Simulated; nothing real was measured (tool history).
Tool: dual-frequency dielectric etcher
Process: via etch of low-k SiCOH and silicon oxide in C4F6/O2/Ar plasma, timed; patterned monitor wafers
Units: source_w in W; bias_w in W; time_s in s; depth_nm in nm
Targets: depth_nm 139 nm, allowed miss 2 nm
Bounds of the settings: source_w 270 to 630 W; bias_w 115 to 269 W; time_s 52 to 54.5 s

| run | hour | source_w | bias_w | time_s | depth_nm |
|---|---|---|---|---|---|
| 1 | 0 | 450 | 192 | 52 | 157.73 |
| 2 | 1.9 | 430 | 191 | 52 | 152.6 |
| 3 | 8.9 | 420 | 190 | 52 | 150 |
| 4 | 14.8 | 410 | 190 | 52 | 147.51 |
| 5 | 15.9 | 410 | 190 | 54.5 | 154.57 |
| 6 | 24.1 | 410 | 163 | 54.5 | 147.76 |
| 7 | 32.7 | 400 | 163 | 54.5 | 145.24 |
| 8 | 37.7 | 400 | 163 | 54.5 | 146.27 |
| 9 | 38.3 | 340 | 160 | 54.5 | 129.46 |
| 10 | 45.1 | 350 | 160 | 54.5 | 132.03 |
|  | 48.8 | wet clean of the chamber |
| 11 | 48.8 | 410 | 163 | 54.5 | 141.27 |

Which of these 5 next moves meets every target?
| A | 52.5 | 410 | 184 | 52 | ? |
| B | 52.5 | 420 | 181 | 53 | ? |
| C | 52.5 | 430 | 173 | 53 | ? |
| D | 52.5 | 440 | 156 | 53.5 | ? |
| E | 52.5 | 410 | 180 | 54 | ? |

| move | depth_nm |
|---|---|
| A | 140.52 |
| B | 144.85 |
| C | 145.28 |
| D | 144.83 |
| E | 145.05 |
A: meets every target
B: further off than the last run
C: further off than the last run
D: further off than the last run
E: further off than the last run
The right move is A.
